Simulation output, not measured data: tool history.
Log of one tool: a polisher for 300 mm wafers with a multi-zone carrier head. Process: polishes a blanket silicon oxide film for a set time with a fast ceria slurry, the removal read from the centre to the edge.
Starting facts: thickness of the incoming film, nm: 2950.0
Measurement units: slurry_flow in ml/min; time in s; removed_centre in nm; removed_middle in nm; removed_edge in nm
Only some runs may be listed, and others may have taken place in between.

run    day  slurry_flow  centre_zone  middle_zone  edge_zone  time  removed_centre  removed_middle  removed_edge
  1  0.000          315         1.00         1.00       1.00    41          670.64          674.52        695.31
  2  0.158          315         1.00         0.96       1.00    41          670.35          649.42        689.98
  3  0.304          315         1.00         1.02       1.00    41          681.66          678.07        703.67
  4  0.575          315         1.00         0.98       1.00    41          677.52          666.37        691.62
  5  0.929          315         1.00         1.06       1.00    41          679.38          697.28        685.41
  6  1.125          320         1.03         1.03       1.03    44          759.78          728.22        744.95
  7  1.292          320         1.04         1.00       1.06    46          798.01          744.80        803.60
  8  1.512          320         1.06         1.00       1.08    48          849.94          802.83        841.58
  9  1.771          325         1.08         0.97       1.10    49          885.35          787.06        864.11

The next listed run, before its measurement:
 10  1.996          325         1.09         0.96       1.12    50               ?               ?             ?

Logged for run 10: removed_centre 910.97 nm, removed_middle 797.19 nm, removed_edge 893.29 nm.
